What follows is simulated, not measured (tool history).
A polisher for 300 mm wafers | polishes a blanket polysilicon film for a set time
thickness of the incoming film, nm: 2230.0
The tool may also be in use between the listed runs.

run	hour	flow of slurry (ml/min)	pressure of the wafer on the pad (kPa)	speed of the pad under the wafer (m/s)	polishing time (s)	film removed (angstrom)
1	0	165	20.7	0.86	61	5304.1
2	7.6	165	17.9	0.86	61	4750.7
3	15.2	140	17.9	0.86	61	4557.1
4	22.2	140	17.9	0.74	61	3987.9
5	29.9	160	17.9	0.74	61	4101.7
6	30.7	155	16.5	0.74	61	3729
7	34.8	155	15.9	0.74	61	3585.2
8	42.7	155	15.9	0.74	61	3573.1

For run 9, what comes out?
9	49.1	155	15.2	0.74	61	?

For run 9 the tool returned film removed (angstrom) 3456.1.

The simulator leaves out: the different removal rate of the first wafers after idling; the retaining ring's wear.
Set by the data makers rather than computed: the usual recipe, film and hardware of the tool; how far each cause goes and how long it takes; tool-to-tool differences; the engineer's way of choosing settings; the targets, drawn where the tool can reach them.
